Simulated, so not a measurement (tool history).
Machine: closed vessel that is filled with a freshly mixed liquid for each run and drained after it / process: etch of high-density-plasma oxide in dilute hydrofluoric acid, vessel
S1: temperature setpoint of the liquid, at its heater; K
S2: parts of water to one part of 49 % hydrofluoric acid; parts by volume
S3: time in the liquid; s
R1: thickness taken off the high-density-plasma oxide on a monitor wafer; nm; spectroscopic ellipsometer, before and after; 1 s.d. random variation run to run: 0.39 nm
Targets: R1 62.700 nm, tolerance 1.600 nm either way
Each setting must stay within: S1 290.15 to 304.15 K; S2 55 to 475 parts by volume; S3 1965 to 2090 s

| run | hour | S1 | S2 | S3 | R1 |
|---|---|---|---|---|---|
| 1 | 0.0 | 296.15 | 265 | 1965 | 52.326 |
| 2 | 7.5 | 296.15 | 265 | 2090 | 55.824 |
| 3 | 12.5 | 296.15 | 215 | 2090 | 71.902 |
| 4 | 19.8 | 296.15 | 215 | 2090 | 72.655 |
| 5 | 28.9 | 296.15 | 130 | 2090 | 129.540 |
| 6 | 32.1 | 295.15 | 145 | 2090 | 110.180 |
| 7 | 36.9 | 294.15 | 155 | 2090 | 98.918 |
| 8 | 39.7 | 293.65 | 165 | 2090 | 89.962 |
| 9 | 47.4 | 293.65 | 165 | 2090 | 89.345 |
| 10 | 51.3 | 290.15 | 225 | 2090 | 54.466 |

5 next moves are on the table. One of them brings every result within its allowed miss. Which?
| A | 55.2 | 294.15 | 275 | 2010 | ? |
| B | 55.2 | 290.15 | 200 | 2090 | ? |
| C | 55.2 | 290.15 | 190 | 2090 | ? |
| D | 55.2 | 290.65 | 195 | 2090 | ? |
| E | 55.2 | 290.65 | 220 | 2090 | ? |

| move | R1 |
|---|---|
| A | 48.279 |
| B | 63.489 |
| C | 67.448 |
| D | 66.734 |
| E | 57.807 |
A: moves away from the targets compared with the last run
B: meets every target
C: moves the result that the last run missed by most past its target, out the other side
D: moves the result that the last run missed by most past its target, out the other side
E: an improvement on the last run, though not all results are within tolerance
Go with B: it meets all targets.
